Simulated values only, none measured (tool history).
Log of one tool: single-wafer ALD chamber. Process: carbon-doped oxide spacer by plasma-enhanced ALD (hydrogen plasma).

run	hour	heater temperature setpoint (°C)	number of ALD cycles (cycles)	mean film thickness on the monitor wafer (angstrom)
1	0.0	385	630	321.67
2	6.2	385	598	306.45
3	11.4	385	643	328.92
4	16.8	385	608	311.27
5	24.3	385	567	291.68
6	28.6	385	547	280.95
7	31.7	385	547	281.22

The next listed run, before its measurement:
8	35.3	385	532	?

mean film thickness on the monitor wafer (angstrom): 273.51
